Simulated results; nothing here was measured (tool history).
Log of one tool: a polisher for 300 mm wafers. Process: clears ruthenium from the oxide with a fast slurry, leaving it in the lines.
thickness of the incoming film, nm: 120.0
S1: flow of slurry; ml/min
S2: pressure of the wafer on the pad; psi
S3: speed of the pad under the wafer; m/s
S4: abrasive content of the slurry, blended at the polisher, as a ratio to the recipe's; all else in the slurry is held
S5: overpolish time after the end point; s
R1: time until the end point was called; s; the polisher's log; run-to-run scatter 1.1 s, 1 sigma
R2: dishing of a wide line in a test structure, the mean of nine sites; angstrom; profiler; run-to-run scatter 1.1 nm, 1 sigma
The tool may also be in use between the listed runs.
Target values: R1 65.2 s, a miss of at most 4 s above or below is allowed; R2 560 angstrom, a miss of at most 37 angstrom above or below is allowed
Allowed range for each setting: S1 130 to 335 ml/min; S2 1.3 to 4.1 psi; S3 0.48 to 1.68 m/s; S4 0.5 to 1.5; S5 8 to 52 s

run  hour   S1   S2    S3  S4  S5      R1      R2
  1     0  215  2.7  1.08   1  26  25.729  688.79
  2     4  180  2.7  1.08   1  26  25.652  707.01
  3   9.8  180  2.7  1.08   1  34  26.119  811.08
  4  12.9  180  2.4  0.98   1  36  32.624  771.63
  5  18.1  155  2.4  0.98   1  36  32.943  745.34
  6  22.5  155  2.4  0.98   1  30  32.607  680.89
  7  29.7  155  2.2  0.92   1  32  37.121  654.63
  8  31.5  155    2  0.86   1  33  42.732  601.79
  9  39.8  155  1.9  0.82   1  35   48.01  582.46
 10  47.6  155  1.8   0.8   1  37  49.649  577.04
 11    53  155  1.7  0.78   1  39  56.275  561.81
 12  58.5  155  1.6  0.78   1  40  59.939  550.96
 13  61.6  155  1.6  0.78   1  41  59.303  543.81
 14  69.9  155  1.6  0.78   1  42  57.749   560.9
 15    71  155  1.6  0.78   1  43  59.322  589.43

Consider the 5 candidate settings below. Which is the only one whose results all fall within their allowed miss of target?
  A  72.1  130  2.2  0.58  0.95  36   ?   ?
  B  72.1  130  1.5  0.78     1  46   ?   ?
  C  72.1  130  2.2   0.8   0.8  36   ?   ?
  D  72.1  155  1.7  0.82  1.05  39   ?   ?
  E  72.1  130    2  0.72  0.85  46   ?   ?

move      R1      R2
   A  58.429  521.11
   B  65.432  573.87
   C  48.571  595.76
   D  52.931  593.29
   E  56.545  635.23
A: further off than the last run
B: each result inside its tolerance
C: further off than the last run
D: further off than the last run
E: further off than the last run
Go with B: it meets all targets.

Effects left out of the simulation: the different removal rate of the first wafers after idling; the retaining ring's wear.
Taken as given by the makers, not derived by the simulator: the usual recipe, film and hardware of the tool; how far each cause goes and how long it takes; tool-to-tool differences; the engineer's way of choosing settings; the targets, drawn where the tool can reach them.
